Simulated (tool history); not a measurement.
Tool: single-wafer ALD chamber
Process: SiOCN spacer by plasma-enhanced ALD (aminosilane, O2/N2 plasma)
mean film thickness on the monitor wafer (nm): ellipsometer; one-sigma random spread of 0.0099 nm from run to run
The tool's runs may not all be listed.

run  hour  heater temperature setpoint (deg C)  number of ALD cycles (cycles)  mean film thickness on the monitor wafer (nm)
  1   0.0                                  395                             30                                         1.9380
  2   8.5                                  385                             30                                         1.9253
  3  13.1                                  378                             30                                         1.9372
  4  16.6                                  378                             32                                         2.0545
  5  21.9                                  378                             28                                         1.7896
  6  24.7                                  378                             29                                         1.8709
  7  30.8                                  378                             30                                         1.9254

The next listed run, before its measurement:
  8  36.9                                  378                             31                                              ?

mean film thickness on the monitor wafer (nm): 1.9900
